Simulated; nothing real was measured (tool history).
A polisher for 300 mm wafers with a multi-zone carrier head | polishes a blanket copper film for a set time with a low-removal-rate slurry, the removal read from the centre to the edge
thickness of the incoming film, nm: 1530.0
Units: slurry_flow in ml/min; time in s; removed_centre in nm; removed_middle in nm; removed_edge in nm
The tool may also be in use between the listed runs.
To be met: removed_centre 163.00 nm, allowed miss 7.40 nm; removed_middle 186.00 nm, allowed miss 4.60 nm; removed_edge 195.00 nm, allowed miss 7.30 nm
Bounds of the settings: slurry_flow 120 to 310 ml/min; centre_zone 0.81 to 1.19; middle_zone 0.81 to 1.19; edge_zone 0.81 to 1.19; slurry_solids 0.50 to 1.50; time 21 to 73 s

run,hour,slurry_flow,centre_zone,middle_zone,edge_zone,slurry_solids,time,removed_centre,removed_middle,removed_edge
1,0.0,200,1.00,1.00,1.00,1.00,47,135.02,138.53,136.73
2,1.3,205,0.98,1.01,1.05,1.15,49,143.11,148.85,146.58
3,8.9,200,0.94,1.00,1.08,1.20,52,142.81,156.74,163.03
4,15.2,200,0.94,1.00,1.17,1.20,52,147.63,159.52,164.95
5,18.7,210,0.93,1.00,1.18,1.25,53,151.21,162.20,173.95
6,22.7,210,0.93,1.00,1.18,1.25,46,130.21,142.27,149.52
7,29.8,220,0.92,1.01,1.18,1.30,48,133.85,150.33,156.76
8,36.4,220,0.92,1.01,1.18,1.35,50,141.86,159.52,167.18
9,44.1,225,0.92,1.01,1.18,1.40,51,146.11,162.40,170.77
10,53.0,230,0.92,1.01,1.18,1.45,52,151.57,166.31,175.02
11,55.3,230,0.91,1.01,1.18,1.45,53,150.51,168.67,182.38
12,60.3,235,0.91,1.02,1.18,1.45,54,155.85,175.49,181.82
13,67.2,235,0.91,1.02,1.18,1.45,55,160.26,179.42,185.67
14,71.3,235,0.90,1.02,1.18,1.45,55,155.74,179.05,182.71

Which of these 4 next moves meets every target?
A,75.4,195,0.89,1.01,1.17,1.30,60,?,?,?
B,75.4,205,1.01,0.95,1.19,1.45,58,?,?,?
C,75.4,240,0.97,1.06,1.14,1.25,54,?,?,?
D,75.4,215,0.92,0.97,1.19,1.50,57,?,?,?

move,removed_centre,removed_middle,removed_edge
A,165.78,187.22,193.25
B,186.86,176.33,193.04
C,165.52,177.96,173.36
D,169.20,178.45,191.60
A: meets every target
B: brings the result that was furthest off to its target, and leaves another outside
C: further off than the last run
D: brings the result that was furthest off to its target, and leaves another outside
Answer: A
